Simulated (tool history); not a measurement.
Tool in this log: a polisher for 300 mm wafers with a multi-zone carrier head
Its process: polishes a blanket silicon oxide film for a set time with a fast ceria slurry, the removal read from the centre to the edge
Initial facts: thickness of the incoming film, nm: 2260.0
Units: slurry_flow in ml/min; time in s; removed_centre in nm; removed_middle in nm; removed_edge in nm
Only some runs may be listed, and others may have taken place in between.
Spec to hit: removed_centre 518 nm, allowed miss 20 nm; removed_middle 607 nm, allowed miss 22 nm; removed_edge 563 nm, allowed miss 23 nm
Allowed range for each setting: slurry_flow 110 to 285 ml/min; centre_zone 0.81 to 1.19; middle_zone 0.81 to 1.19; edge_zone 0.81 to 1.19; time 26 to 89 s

Run 1, hour 0: slurry_flow 180 ml/min, centre_zone 1, middle_zone 1, edge_zone 1, time 57 s. Result: removed_centre 919.24 nm, removed_middle 937.76 nm, removed_edge 913.55 nm.
Run 2, hour 5.6: slurry_flow 165 ml/min, centre_zone 1, middle_zone 1, edge_zone 1, time 57 s. Result: removed_centre 897.17 nm, removed_middle 910.53 nm, removed_edge 928.88 nm.
Run 3, hour 14.4: slurry_flow 120 ml/min, centre_zone 1, middle_zone 1, edge_zone 1, time 57 s. Result: removed_centre 832.18 nm, removed_middle 849.11 nm, removed_edge 865.66 nm.
Run 4, hour 16: slurry_flow 120 ml/min, centre_zone 1, middle_zone 1, edge_zone 1.07, time 57 s. Result: removed_centre 809.74 nm, removed_middle 843.88 nm, removed_edge 896.91 nm.
Run 5, hour 18.6: slurry_flow 120 ml/min, centre_zone 1, middle_zone 1, edge_zone 1.07, time 66 s. Result: removed_centre 956.92 nm, removed_middle 969.51 nm, removed_edge 1036.7 nm.
Run 6, hour 26.2: slurry_flow 120 ml/min, centre_zone 1, middle_zone 0.95, edge_zone 1.07, time 66 s. Result: removed_centre 958.35 nm, removed_middle 921.98 nm, removed_edge 1049.6 nm.
Run 7, hour 34.6: slurry_flow 120 ml/min, centre_zone 0.98, middle_zone 0.97, edge_zone 1.03, time 57 s. Result: removed_centre 815.22 nm, removed_middle 820.18 nm, removed_edge 889.51 nm.
Run 8, hour 36.9: slurry_flow 120 ml/min, centre_zone 0.97, middle_zone 0.99, edge_zone 1, time 50 s. Result: removed_centre 702.31 nm, removed_middle 743.41 nm, removed_edge 746.88 nm.
Run 9, hour 40.4: slurry_flow 120 ml/min, centre_zone 0.87, middle_zone 0.93, edge_zone 0.9, time 38 s. Result: removed_centre 473.07 nm, removed_middle 523.5 nm, removed_edge 555.97 nm.
Run 10, hour 42.9: slurry_flow 135 ml/min, centre_zone 0.87, middle_zone 0.95, edge_zone 0.89, time 38 s. Result: removed_centre 501.2 nm, removed_middle 559.93 nm, removed_edge 548.16 nm.
Run 11, hour 47.6: slurry_flow 140 ml/min, centre_zone 0.86, middle_zone 0.96, edge_zone 0.9, time 38 s. Result: removed_centre 504.12 nm, removed_middle 563.09 nm, removed_edge 562.72 nm.

Which one of the following 4 next-run settings gets every result inside its allowed miss? There is exactly one.
Run A, hour 52.3: slurry_flow 205 ml/min, centre_zone 0.93, middle_zone 0.84, edge_zone 1.06, time 34 s. Result: removed_centre ?, removed_middle ?, removed_edge ?.
Run B, hour 52.3: slurry_flow 110 ml/min, centre_zone 0.86, middle_zone 0.88, edge_zone 0.9, time 40 s. Result: removed_centre ?, removed_middle ?, removed_edge ?.
Run C, hour 52.3: slurry_flow 155 ml/min, centre_zone 0.85, middle_zone 0.97, edge_zone 0.81, time 39 s. Result: removed_centre ?, removed_middle ?, removed_edge ?.
Run D, hour 52.3: slurry_flow 165 ml/min, centre_zone 0.93, middle_zone 1.06, edge_zone 0.86, time 35 s. Result: removed_centre ?, removed_middle ?, removed_edge ?.

move  removed_centre  removed_middle  removed_edge
   A          512.79          486.37        577.33
   B          476.01          517.63        568.47
   C          508.25          598.51        562.22
   D          506.95          586.07        522.24
A: the biggest miss grows against the last run
B: the biggest miss grows against the last run
C: all results land within tolerance of their targets
D: puts the biggest miss on target and leaves a different result outside tolerance
C meets every target.

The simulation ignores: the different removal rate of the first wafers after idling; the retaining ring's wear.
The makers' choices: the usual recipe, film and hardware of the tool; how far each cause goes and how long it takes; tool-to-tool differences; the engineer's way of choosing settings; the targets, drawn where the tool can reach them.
